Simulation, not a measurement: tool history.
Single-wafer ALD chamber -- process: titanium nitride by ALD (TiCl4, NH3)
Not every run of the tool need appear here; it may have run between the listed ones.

run  hour  heater temperature setpoint (°C)  number of ALD cycles (cycles)  NH3 pulse time (s)  mean film thickness on the monitor wafer (nm)
  1     0                               400                             49                1.69                                         1.0969
  2   1.4                               400                             49                2.15                                         1.1114
  3   4.5                               400                             49                1.69                                         1.0967
  4   9.6                               400                             49                1.95                                         1.1072
  5  12.8                               400                             49                2.27                                         1.1153
  6  15.3                               400                             49                2.06                                         1.1159
  7  22.4                               395                             48                1.71                                         1.0676
  8  28.8                               392                             48                1.62                                         1.0643

Run 9 is up next; what results do you expect?
  9  31.6                               389                             48                1.48                                              ?

Run 9 gave mean film thickness on the monitor wafer (nm) 1.0458.
